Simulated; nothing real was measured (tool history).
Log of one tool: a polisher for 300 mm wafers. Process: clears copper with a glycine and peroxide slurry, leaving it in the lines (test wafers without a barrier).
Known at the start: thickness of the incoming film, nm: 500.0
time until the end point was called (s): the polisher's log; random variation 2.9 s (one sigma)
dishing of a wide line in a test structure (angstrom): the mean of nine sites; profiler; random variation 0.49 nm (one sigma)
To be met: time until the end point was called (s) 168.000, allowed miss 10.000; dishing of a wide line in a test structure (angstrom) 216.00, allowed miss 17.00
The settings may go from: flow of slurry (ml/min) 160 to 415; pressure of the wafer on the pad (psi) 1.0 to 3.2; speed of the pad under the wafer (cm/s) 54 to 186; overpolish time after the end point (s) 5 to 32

run  hour  flow of slurry (ml/min)  pressure of the wafer on the pad (psi)  speed of the pad under the wafer (cm/s)  overpolish time after the end point (s)  time until the end point was called (s)  dishing of a wide line in a test structure (angstrom)
  1   0.0                      265                                     2.1                                      118                                       16                                  106.290                                                 505.25
  2   7.3                      265                                     2.1                                      142                                       16                                   90.260                                                 546.77
  3  12.5                      290                                     2.1                                      142                                       16                                   89.114                                                 568.47
  4  20.5                      290                                     2.1                                      128                                       16                                   98.058                                                 526.41
  5  27.6                      285                                     1.9                                      120                                       14                                  109.050                                                 449.53
  6  32.5                      285                                     1.9                                      140                                       14                                   97.970                                                 492.11
  7  34.7                      260                                     1.8                                      124                                       12                                  112.650                                                 359.12
  8  41.0                      245                                     1.6                                      120                                       12                                  125.180                                                 331.24
  9  44.4                      240                                     1.0                                       98                                        8                                  197.860                                                 151.33
 10  51.1                      240                                     1.1                                       98                                        9                                  183.380                                                 176.57
 11  59.0                      240                                     1.2                                       98                                        9                                  171.740                                                 191.95
 12  60.6                      240                                     1.3                                       96                                       11                                  166.290                                                 236.58

5 next moves are on the table. One of them brings every result within its allowed miss. Which?
  A  62.2                      195                                     1.4                                      102                                       12                                        ?                                                      ?
  B  62.2                      230                                     1.4                                       90                                       12                                        ?                                                      ?
  C  62.2                      250                                     1.1                                      106                                       13                                        ?                                                      ?
  D  62.2                      230                                     1.3                                       90                                       13                                        ?                                                      ?
  E  62.2                      210                                     1.4                                       86                                       10                                        ?                                                      ?

move  time until the end point was called (s)  dishing of a wide line in a test structure (angstrom)
   A                                  157.260                                                 277.79
   B                                  164.110                                                 267.79
   C                                  175.820                                                 268.75
   D                                  172.670                                                 274.76
   E                                  170.120                                                 219.02
A: further off than the last run
B: further off than the last run
C: further off than the last run
D: further off than the last run
E: meets every target
Move E is the one to make.
